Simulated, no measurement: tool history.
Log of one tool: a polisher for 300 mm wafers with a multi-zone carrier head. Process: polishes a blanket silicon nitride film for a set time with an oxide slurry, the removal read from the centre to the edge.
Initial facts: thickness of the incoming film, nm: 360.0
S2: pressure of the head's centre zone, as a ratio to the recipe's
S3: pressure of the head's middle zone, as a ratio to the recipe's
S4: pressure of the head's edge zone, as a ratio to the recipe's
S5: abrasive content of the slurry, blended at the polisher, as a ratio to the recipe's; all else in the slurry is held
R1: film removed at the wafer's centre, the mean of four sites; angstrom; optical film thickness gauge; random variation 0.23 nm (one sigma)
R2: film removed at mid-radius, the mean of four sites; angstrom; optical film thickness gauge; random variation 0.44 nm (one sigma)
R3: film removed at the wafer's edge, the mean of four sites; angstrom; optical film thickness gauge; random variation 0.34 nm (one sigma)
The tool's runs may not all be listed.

run 1 day=0.000 | flow_of_slurry_(ml/min)=160 S2=1.00 S3=1.00 S4=1.00 S5=1.00 polishing_time_(s)=76 | R1=525.74 R2=512.79 R3=524.38
run 2 day=0.333 | flow_of_slurry_(ml/min)=155 S2=0.98 S3=0.98 S4=0.98 S5=0.95 polishing_time_(s)=76 | R1=503.51 R2=498.43 R3=510.32
run 3 day=0.529 | flow_of_slurry_(ml/min)=150 S2=0.97 S3=0.96 S4=0.97 S5=0.90 polishing_time_(s)=76 | R1=475.30 R2=476.53 R3=490.33
run 4 day=0.604 | flow_of_slurry_(ml/min)=145 S2=0.96 S3=0.94 S4=0.97 S5=0.85 polishing_time_(s)=76 | R1=454.96 R2=440.60 R3=471.93
run 5 day=0.729 | flow_of_slurry_(ml/min)=145 S2=0.96 S3=0.94 S4=0.97 S5=1.05 polishing_time_(s)=76 | R1=506.33 R2=488.18 R3=532.04
run 6 day=0.988 | flow_of_slurry_(ml/min)=145 S2=0.96 S3=1.02 S4=0.97 S5=1.05 polishing_time_(s)=76 | R1=501.85 R2=527.49 R3=521.29
run 7 day=1.100 | flow_of_slurry_(ml/min)=140 S2=0.95 S3=1.00 S4=0.96 S5=1.00 polishing_time_(s)=76 | R1=481.82 R2=497.37 R3=508.90
run 8 day=1.425 | flow_of_slurry_(ml/min)=135 S2=0.94 S3=0.99 S4=0.95 S5=0.95 polishing_time_(s)=76 | R1=467.80 R2=483.30 R3=493.64
run 9 day=1.696 | flow_of_slurry_(ml/min)=130 S2=0.93 S3=0.98 S4=0.94 S5=0.90 polishing_time_(s)=76 | R1=442.68 R2=463.97 R3=467.38
run 10 day=1.996 | flow_of_slurry_(ml/min)=125 S2=0.92 S3=0.96 S4=0.93 S5=0.90 polishing_time_(s)=76 | R1=431.00 R2=462.30 R3=462.95

Estimate the outcome of run 11 from the log above:
run 11 day=2.146 | flow_of_slurry_(ml/min)=125 S2=0.92 S3=0.94 S4=0.93 S5=0.85 polishing_time_(s)=76 | R1=? R2=? R3=?

R1: 417.38 angstrom
R2: 428.06 angstrom
R3: 451.52 angstrom
